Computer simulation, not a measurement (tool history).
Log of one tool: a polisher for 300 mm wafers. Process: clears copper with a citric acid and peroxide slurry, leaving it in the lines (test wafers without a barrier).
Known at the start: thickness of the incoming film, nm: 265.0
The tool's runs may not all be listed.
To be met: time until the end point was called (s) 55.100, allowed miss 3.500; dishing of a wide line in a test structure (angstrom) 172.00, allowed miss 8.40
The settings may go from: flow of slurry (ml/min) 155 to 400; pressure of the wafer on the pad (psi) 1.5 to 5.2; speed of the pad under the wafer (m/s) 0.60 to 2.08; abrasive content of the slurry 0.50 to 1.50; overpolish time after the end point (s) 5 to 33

run	hour	flow of slurry (ml/min)	pressure of the wafer on the pad (psi)	speed of the pad under the wafer (m/s)	abrasive content of the slurry	overpolish time after the end point (s)	time until the end point was called (s)	dishing of a wide line in a test structure (angstrom)
1	0.0	255	3.3	1.34	1.00	17	99.509	316.18
2	1.9	255	3.3	1.34	1.15	17	99.419	316.06
3	8.7	255	3.3	1.34	1.30	17	91.181	323.55
4	17.3	230	3.3	1.34	1.30	17	94.546	319.11
5	25.4	230	3.3	1.34	1.30	13	94.926	252.93
6	32.2	265	3.3	1.38	1.35	11	90.088	227.06
7	35.2	290	3.3	1.46	1.40	10	82.771	221.13
8	41.9	310	3.2	1.58	1.40	9	78.191	212.28
9	50.4	330	3.1	1.68	1.40	8	73.573	194.77
10	57.7	345	3.1	1.76	1.40	7	69.778	180.12
11	62.8	355	3.2	1.80	1.35	7	70.368	188.15
12	64.5	365	3.2	1.86	1.40	7	68.030	197.61
13	68.2	370	3.2	1.90	1.40	7	64.541	202.50
14	73.3	400	2.7	2.08	1.40	5	68.812	137.63

4 next moves are on the table. One of them brings every result within its allowed miss. Which?
A	78.4	345	3.8	1.92	1.45	5	?	?
B	78.4	375	2.4	2.08	1.15	5	?	?
C	78.4	360	2.0	1.86	1.35	8	?	?
D	78.4	400	2.5	1.88	1.25	5	?	?

move	time until the end point was called (s)	dishing of a wide line in a test structure (angstrom)
A	54.389	174.42
B	79.341	120.60
C	99.841	151.16
D	82.610	116.08
A: meets every target
B: further off than the last run
C: further off than the last run
D: further off than the last run
Answer: A
